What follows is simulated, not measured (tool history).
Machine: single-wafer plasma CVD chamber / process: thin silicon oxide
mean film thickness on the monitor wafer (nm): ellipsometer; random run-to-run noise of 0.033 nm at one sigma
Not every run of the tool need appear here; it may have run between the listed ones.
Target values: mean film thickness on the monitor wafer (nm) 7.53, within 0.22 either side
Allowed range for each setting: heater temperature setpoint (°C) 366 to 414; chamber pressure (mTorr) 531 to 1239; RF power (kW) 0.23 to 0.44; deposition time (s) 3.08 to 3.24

| run | hour | heater temperature setpoint (°C) | chamber pressure (mTorr) | RF power (kW) | deposition time (s) | mean film thickness on the monitor wafer (nm) |
|---|---|---|---|---|---|---|
| 1 | 0 | 390 | 885 | 0.335 | 3.24 | 6.4197 |
| 2 | 4.5 | 390 | 905 | 0.335 | 3.24 | 6.549 |
| 3 | 8 | 384 | 905 | 0.335 | 3.24 | 6.559 |
| 4 | 16.4 | 384 | 922 | 0.335 | 3.24 | 6.6591 |
| 5 | 23.6 | 384 | 937 | 0.335 | 3.24 | 6.7861 |
| 6 | 27.1 | 384 | 937 | 0.375 | 3.24 | 7.0012 |
| 7 | 29.2 | 384 | 946 | 0.375 | 3.24 | 7.023 |
| 8 | 31.2 | 384 | 955 | 0.375 | 3.24 | 7.1083 |

5 next moves are on the table. One of them brings every result within its allowed miss. Which?
| A | 33.2 | 383 | 993 | 0.345 | 3.11 | ? |
| B | 33.2 | 375 | 926 | 0.345 | 3.24 | ? |
| C | 33.2 | 384 | 1064 | 0.375 | 3.17 | ? |
| D | 33.2 | 383 | 953 | 0.36 | 3.24 | ? |
| E | 33.2 | 384 | 959 | 0.37 | 3.24 | ? |

| move | mean film thickness on the monitor wafer (nm) |
|---|---|
| A | 6.8666 |
| B | 6.8074 |
| C | 7.5262 |
| D | 7.0168 |
| E | 7.1038 |
A: its largest miss is bigger than the last run's
B: its largest miss is bigger than the last run's
C: every result lands within tolerance
D: its largest miss is bigger than the last run's
E: just as far off the targets as the last run
The right move is C.
